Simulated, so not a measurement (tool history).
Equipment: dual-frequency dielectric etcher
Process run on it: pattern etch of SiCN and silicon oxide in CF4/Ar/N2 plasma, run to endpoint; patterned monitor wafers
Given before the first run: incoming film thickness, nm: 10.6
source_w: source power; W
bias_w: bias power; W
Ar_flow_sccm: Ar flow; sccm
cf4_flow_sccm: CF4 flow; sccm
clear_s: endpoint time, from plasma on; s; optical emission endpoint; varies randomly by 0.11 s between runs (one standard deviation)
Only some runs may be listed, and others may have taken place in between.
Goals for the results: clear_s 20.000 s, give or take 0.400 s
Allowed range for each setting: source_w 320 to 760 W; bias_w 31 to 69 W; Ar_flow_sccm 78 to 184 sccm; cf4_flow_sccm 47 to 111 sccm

Run 1, day 0.000: source_w 540 W, bias_w 50 W, Ar_flow_sccm 131 sccm, cf4_flow_sccm 79 sccm. Result: clear_s 11.273 s.
Run 2, day 0.246: source_w 540 W, bias_w 50 W, Ar_flow_sccm 131 sccm, cf4_flow_sccm 69 sccm. Result: clear_s 11.771 s.
Run 3, day 0.279: source_w 540 W, bias_w 46 W, Ar_flow_sccm 131 sccm, cf4_flow_sccm 69 sccm. Result: clear_s 12.150 s.
Run 4, day 0.458: source_w 510 W, bias_w 44 W, Ar_flow_sccm 133 sccm, cf4_flow_sccm 69 sccm. Result: clear_s 13.198 s.
Run 5, day 0.575: source_w 510 W, bias_w 44 W, Ar_flow_sccm 147 sccm, cf4_flow_sccm 69 sccm. Result: clear_s 13.475 s.
Run 6, day 0.754: source_w 490 W, bias_w 43 W, Ar_flow_sccm 147 sccm, cf4_flow_sccm 69 sccm. Result: clear_s 14.302 s.
Run 7, day 0.825: source_w 470 W, bias_w 43 W, Ar_flow_sccm 147 sccm, cf4_flow_sccm 69 sccm. Result: clear_s 15.167 s.
Run 8, day 1.088: source_w 470 W, bias_w 43 W, Ar_flow_sccm 147 sccm, cf4_flow_sccm 69 sccm. Result: clear_s 15.039 s.
Run 9, day 1.462: source_w 450 W, bias_w 43 W, Ar_flow_sccm 147 sccm, cf4_flow_sccm 69 sccm. Result: clear_s 15.720 s.
Run 10, day 1.750: source_w 440 W, bias_w 43 W, Ar_flow_sccm 147 sccm, cf4_flow_sccm 69 sccm. Result: clear_s 16.293 s.
Run 11, day 2.004: source_w 430 W, bias_w 43 W, Ar_flow_sccm 147 sccm, cf4_flow_sccm 69 sccm. Result: clear_s 16.556 s.
Run 12, day 2.338: source_w 420 W, bias_w 43 W, Ar_flow_sccm 147 sccm, cf4_flow_sccm 69 sccm. Result: clear_s 17.025 s.
Run 13, day 2.579: source_w 320 W, bias_w 42 W, Ar_flow_sccm 147 sccm, cf4_flow_sccm 69 sccm. Result: clear_s 24.744 s.
Run 14, day 2.862: source_w 330 W, bias_w 42 W, Ar_flow_sccm 147 sccm, cf4_flow_sccm 69 sccm. Result: clear_s 23.675 s.
Run 15, day 3.079: source_w 340 W, bias_w 42 W, Ar_flow_sccm 147 sccm, cf4_flow_sccm 69 sccm. Result: clear_s 22.974 s.
Run 16, day 3.412: source_w 350 W, bias_w 42 W, Ar_flow_sccm 147 sccm, cf4_flow_sccm 69 sccm. Result: clear_s 22.050 s.

Pick the move, out of 4, that brings all results within their allowed miss; only one does.
Run A, day 3.746: source_w 320 W, bias_w 42 W, Ar_flow_sccm 134 sccm, cf4_flow_sccm 79 sccm. Result: clear_s ?.
Run B, day 3.746: source_w 360 W, bias_w 47 W, Ar_flow_sccm 145 sccm, cf4_flow_sccm 69 sccm. Result: clear_s ?.
Run C, day 3.746: source_w 340 W, bias_w 41 W, Ar_flow_sccm 112 sccm, cf4_flow_sccm 77 sccm. Result: clear_s ?.
Run D, day 3.746: source_w 360 W, bias_w 45 W, Ar_flow_sccm 104 sccm, cf4_flow_sccm 67 sccm. Result: clear_s ?.

move  clear_s
   A   23.477
   B   20.054
   C   20.973
   D   18.953
A: the biggest miss grows against the last run
B: each result inside its tolerance
C: closer than the last run, but not yet in spec
D: pushes the last run's worst result past its target
Correct choice: B, which meets every target
